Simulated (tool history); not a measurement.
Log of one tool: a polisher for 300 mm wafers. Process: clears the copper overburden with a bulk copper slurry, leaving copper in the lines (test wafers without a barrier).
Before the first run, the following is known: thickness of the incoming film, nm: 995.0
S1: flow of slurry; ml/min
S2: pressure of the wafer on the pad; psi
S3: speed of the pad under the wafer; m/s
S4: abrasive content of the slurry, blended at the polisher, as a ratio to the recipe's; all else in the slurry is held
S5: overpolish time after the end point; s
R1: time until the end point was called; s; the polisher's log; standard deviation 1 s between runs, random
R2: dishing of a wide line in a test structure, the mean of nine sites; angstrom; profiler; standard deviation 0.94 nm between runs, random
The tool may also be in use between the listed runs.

run,hour,S1,S2,S3,S4,S5,R1,R2
1,0.0,170,2.9,1.28,1.0,24,79.238,1063.90
2,4.7,170,2.9,1.28,1.0,16,80.117,923.59
3,11.0,170,2.9,1.28,1.0,9,79.296,671.65
4,16.7,170,2.7,1.32,1.0,8,82.362,603.98
5,24.2,170,2.7,1.12,1.0,8,96.271,543.02
6,30.3,170,2.4,1.12,1.0,8,109.270,499.46
7,35.6,175,2.6,1.12,1.0,8,98.682,526.70
8,43.9,180,2.7,1.12,1.0,8,96.203,545.14

Run 9 comes next. What will it give?
9,51.8,180,2.8,1.12,1.0,8,?,?

Run 9 came out at R1 93.534 s, R2 553.18 angstrom.
